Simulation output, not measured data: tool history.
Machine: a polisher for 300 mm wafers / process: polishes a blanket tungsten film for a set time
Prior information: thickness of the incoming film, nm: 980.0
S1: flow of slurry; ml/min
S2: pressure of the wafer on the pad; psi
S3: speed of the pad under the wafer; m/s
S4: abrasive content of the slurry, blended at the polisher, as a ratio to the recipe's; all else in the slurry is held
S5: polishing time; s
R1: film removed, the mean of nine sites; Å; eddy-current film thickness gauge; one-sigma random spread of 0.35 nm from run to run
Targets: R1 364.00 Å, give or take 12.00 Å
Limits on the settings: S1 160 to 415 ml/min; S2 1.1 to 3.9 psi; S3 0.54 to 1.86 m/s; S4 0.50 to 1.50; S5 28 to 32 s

run	hour	S1	S2	S3	S4	S5	R1
1	0.0	265	2.5	1.18	1.00	32	1036.10
2	1.6	265	2.2	1.08	1.00	32	848.82
3	8.9	265	2.2	1.08	0.90	32	821.14
4	14.3	265	2.2	1.08	1.05	32	860.67
5	20.6	265	1.7	1.08	1.05	32	672.48
6	22.5	265	1.7	1.08	1.05	28	585.65
7	30.9	265	1.6	1.04	1.05	28	531.93
8	33.2	265	1.5	1.02	1.05	28	485.50
9	35.7	260	1.1	0.90	1.05	28	323.79
10	37.9	270	1.1	0.90	1.05	28	326.02

Consider the 5 candidate settings below. Which is the only one whose results all fall within their allowed miss of target?
A	40.1	275	1.1	0.92	1.00	31	?
B	40.1	295	1.4	0.86	1.00	28	?
C	40.1	265	1.1	1.06	0.95	29	?
D	40.1	290	1.1	0.74	1.05	28	?
E	40.1	320	1.2	0.90	1.10	30	?

move	R1
A	366.73
B	391.21
C	387.68
D	272.90
E	389.12
A: all results in spec
B: moves the result that the last run missed by most past its target, out the other side
C: moves the result that the last run missed by most past its target, out the other side
D: further off than the last run
E: moves the result that the last run missed by most past its target, out the other side
The move that meets every target is A.

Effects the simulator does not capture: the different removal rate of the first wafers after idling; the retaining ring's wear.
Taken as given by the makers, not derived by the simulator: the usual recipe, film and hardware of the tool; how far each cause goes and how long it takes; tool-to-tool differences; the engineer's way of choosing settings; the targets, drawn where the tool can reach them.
